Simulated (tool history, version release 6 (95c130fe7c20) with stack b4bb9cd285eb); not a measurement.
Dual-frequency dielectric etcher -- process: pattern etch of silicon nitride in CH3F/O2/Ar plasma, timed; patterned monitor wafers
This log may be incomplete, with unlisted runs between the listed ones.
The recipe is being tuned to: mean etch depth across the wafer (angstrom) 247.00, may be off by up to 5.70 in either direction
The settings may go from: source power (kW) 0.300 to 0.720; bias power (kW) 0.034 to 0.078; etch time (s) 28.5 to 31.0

run,day,source power (kW),bias power (kW),etch time (s),mean etch depth across the wafer (angstrom)
1,0.000,0.510,0.056,31.0,211.51
2,0.096,0.510,0.056,28.5,194.99
3,0.292,0.540,0.059,28.5,203.57
4,0.588,0.570,0.062,29.0,217.72
5,0.896,0.570,0.072,29.0,233.94
6,1.042,0.580,0.072,29.0,233.68
7,1.212,0.590,0.072,29.0,237.96
8,1.329,0.600,0.072,29.0,237.70
9,1.362,0.610,0.072,29.0,239.86
10,1.442,0.620,0.072,29.0,242.85

Which of these 4 next moves meets every target?
A,1.521,0.680,0.068,28.5,?
B,1.521,0.660,0.065,28.5,?
C,1.521,0.490,0.078,31.0,?
D,1.521,0.580,0.076,28.5,?

move,mean etch depth across the wafer (angstrom)
A,238.88
B,231.38
C,245.56
D,237.12
A: moves away from the targets compared with the last run
B: moves away from the targets compared with the last run
C: every result within its allowed miss
D: moves away from the targets compared with the last run
Answer: C

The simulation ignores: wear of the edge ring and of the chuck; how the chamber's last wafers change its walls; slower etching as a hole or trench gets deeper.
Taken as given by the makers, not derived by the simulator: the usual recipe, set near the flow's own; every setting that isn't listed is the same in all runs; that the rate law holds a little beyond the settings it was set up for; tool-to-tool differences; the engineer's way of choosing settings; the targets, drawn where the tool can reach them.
